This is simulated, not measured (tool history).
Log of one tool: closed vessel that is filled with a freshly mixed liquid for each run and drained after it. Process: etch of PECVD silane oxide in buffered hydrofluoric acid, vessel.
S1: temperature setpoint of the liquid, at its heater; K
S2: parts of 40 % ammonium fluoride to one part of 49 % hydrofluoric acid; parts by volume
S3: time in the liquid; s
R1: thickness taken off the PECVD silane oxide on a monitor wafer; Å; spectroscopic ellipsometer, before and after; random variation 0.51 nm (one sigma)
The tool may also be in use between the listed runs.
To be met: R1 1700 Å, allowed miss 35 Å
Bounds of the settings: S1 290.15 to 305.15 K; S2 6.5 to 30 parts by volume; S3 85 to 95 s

| run | day | S1 | S2 | S3 | R1 |
|---|---|---|---|---|---|
| 1 | 0 | 298.15 | 18.5 | 85 | 920.68 |
| 2 | 0.35 | 298.15 | 18.5 | 85 | 917.79 |
| 3 | 0.567 | 295.15 | 18.5 | 85 | 778.83 |
| 4 | 0.625 | 295.15 | 22 | 85 | 676.58 |
| 5 | 0.971 | 292.65 | 22 | 85 | 587.78 |
| 6 | 1.317 | 294.15 | 21 | 85 | 662.16 |
| 7 | 1.392 | 298.15 | 15 | 85 | 1125.4 |
| 8 | 1.6 | 298.65 | 15 | 85 | 1158 |
| 9 | 1.775 | 299.15 | 15 | 85 | 1200.1 |
| 10 | 1.917 | 303.15 | 14.5 | 85 | 1528.2 |
| 11 | 2.117 | 304.15 | 14.5 | 85 | 1616.4 |
| 12 | 2.188 | 304.65 | 14.5 | 85 | 1649 |

4 next moves are on the table. One of them brings every result within its allowed miss. Which?
| A | 2.258 | 302.15 | 13.5 | 90 | ? |
| B | 2.258 | 305.15 | 15 | 85 | ? |
| C | 2.258 | 303.65 | 14 | 85 | ? |
| D | 2.258 | 301.65 | 12 | 85 | ? |

| move | R1 |
|---|---|
| A | 1648.7 |
| B | 1643.6 |
| C | 1626.1 |
| D | 1701.5 |
A: as far off as the last run
B: further off than the last run
C: further off than the last run
D: meets every target
Move D is the one to make.
